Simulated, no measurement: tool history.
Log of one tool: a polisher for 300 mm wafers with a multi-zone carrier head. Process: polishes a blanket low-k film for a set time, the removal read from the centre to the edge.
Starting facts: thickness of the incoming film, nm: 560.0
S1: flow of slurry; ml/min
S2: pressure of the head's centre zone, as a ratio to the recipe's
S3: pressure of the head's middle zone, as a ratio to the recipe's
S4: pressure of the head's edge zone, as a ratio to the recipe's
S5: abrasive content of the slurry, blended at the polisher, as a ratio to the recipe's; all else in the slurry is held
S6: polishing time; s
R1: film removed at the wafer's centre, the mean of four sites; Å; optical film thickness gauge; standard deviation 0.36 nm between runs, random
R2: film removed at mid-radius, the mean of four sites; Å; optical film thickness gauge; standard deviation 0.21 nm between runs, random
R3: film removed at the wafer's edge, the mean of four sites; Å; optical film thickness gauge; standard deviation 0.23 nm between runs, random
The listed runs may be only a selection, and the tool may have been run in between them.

Run 1, hour 0.0: S1 150 ml/min, S2 1.00, S3 1.00, S4 1.00, S5 1.00, S6 73 s. Result: R1 336.63 Å, R2 329.88 Å, R3 323.90 Å.
Run 2, hour 4.0: S1 150 ml/min, S2 1.00, S3 1.07, S4 1.00, S5 1.00, S6 73 s. Result: R1 328.77 Å, R2 347.26 Å, R3 326.60 Å.
Run 3, hour 11.8: S1 150 ml/min, S2 1.00, S3 1.07, S4 0.96, S5 0.90, S6 73 s. Result: R1 307.58 Å, R2 327.28 Å, R3 299.60 Å.
Run 4, hour 18.5: S1 145 ml/min, S2 1.00, S3 1.06, S4 0.93, S5 0.85, S6 73 s. Result: R1 297.04 Å, R2 312.22 Å, R3 284.97 Å.
Run 5, hour 20.7: S1 145 ml/min, S2 1.00, S3 1.06, S4 0.93, S5 0.85, S6 55 s. Result: R1 225.33 Å, R2 232.84 Å, R3 215.40 Å.
Run 6, hour 28.8: S1 160 ml/min, S2 1.01, S3 1.08, S4 0.94, S5 0.85, S6 55 s. Result: R1 238.59 Å, R2 243.21 Å, R3 217.92 Å.
Run 7, hour 35.1: S1 170 ml/min, S2 1.00, S3 1.09, S4 0.96, S5 0.85, S6 55 s. Result: R1 233.81 Å, R2 244.68 Å, R3 222.20 Å.

Run 8 comes next. What will it give?
Run 8, hour 38.5: S1 175 ml/min, S2 1.01, S3 1.11, S4 0.97, S5 0.85, S6 55 s. Result: R1 ?, R2 ?, R3 ?.

R1: 238.26 Å
R2: 250.99 Å
R3: 224.08 Å
